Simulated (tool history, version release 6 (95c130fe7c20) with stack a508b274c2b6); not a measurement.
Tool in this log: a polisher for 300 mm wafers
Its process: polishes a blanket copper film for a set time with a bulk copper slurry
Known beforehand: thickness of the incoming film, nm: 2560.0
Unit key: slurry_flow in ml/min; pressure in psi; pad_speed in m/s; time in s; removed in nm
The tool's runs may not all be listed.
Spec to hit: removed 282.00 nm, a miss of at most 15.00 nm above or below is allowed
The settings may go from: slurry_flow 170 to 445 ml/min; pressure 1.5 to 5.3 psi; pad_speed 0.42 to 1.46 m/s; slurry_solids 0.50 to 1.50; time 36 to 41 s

| run | hour | slurry_flow | pressure | pad_speed | slurry_solids | time | removed |
|---|---|---|---|---|---|---|---|
| 1 | 0.0 | 285 | 3.4 | 0.94 | 1.00 | 41 | 465.82 |
| 2 | 8.8 | 285 | 3.4 | 1.06 | 1.00 | 41 | 516.19 |
| 3 | 14.8 | 285 | 2.9 | 1.04 | 1.00 | 41 | 444.57 |
| 4 | 16.5 | 285 | 2.9 | 1.04 | 1.00 | 41 | 450.26 |
| 5 | 24.8 | 285 | 2.6 | 1.00 | 1.00 | 41 | 393.31 |
| 6 | 32.1 | 285 | 2.6 | 1.00 | 1.15 | 41 | 409.08 |
| 7 | 40.2 | 285 | 2.3 | 0.98 | 1.15 | 41 | 354.77 |
| 8 | 41.0 | 285 | 2.3 | 0.98 | 1.15 | 41 | 360.89 |
| 9 | 48.7 | 285 | 2.1 | 0.98 | 1.15 | 41 | 340.38 |
| 10 | 55.8 | 285 | 1.5 | 0.96 | 1.15 | 41 | 245.86 |
| 11 | 61.9 | 285 | 1.6 | 0.96 | 1.15 | 41 | 266.59 |

Which of these 5 next moves meets every target?
| A | 68.0 | 265 | 1.6 | 0.92 | 1.15 | 39 | ? |
| B | 68.0 | 170 | 1.7 | 0.96 | 1.50 | 37 | ? |
| C | 68.0 | 250 | 2.0 | 1.00 | 1.20 | 36 | ? |
| D | 68.0 | 290 | 1.7 | 1.00 | 0.85 | 36 | ? |
| E | 68.0 | 255 | 1.6 | 1.02 | 1.15 | 39 | ? |

| move | removed |
|---|---|
| A | 234.31 |
| B | 246.72 |
| C | 283.73 |
| D | 225.59 |
| E | 257.85 |
A: further off than the last run
B: further off than the last run
C: each result inside its tolerance
D: further off than the last run
E: further off than the last run
The move that meets every target is C.
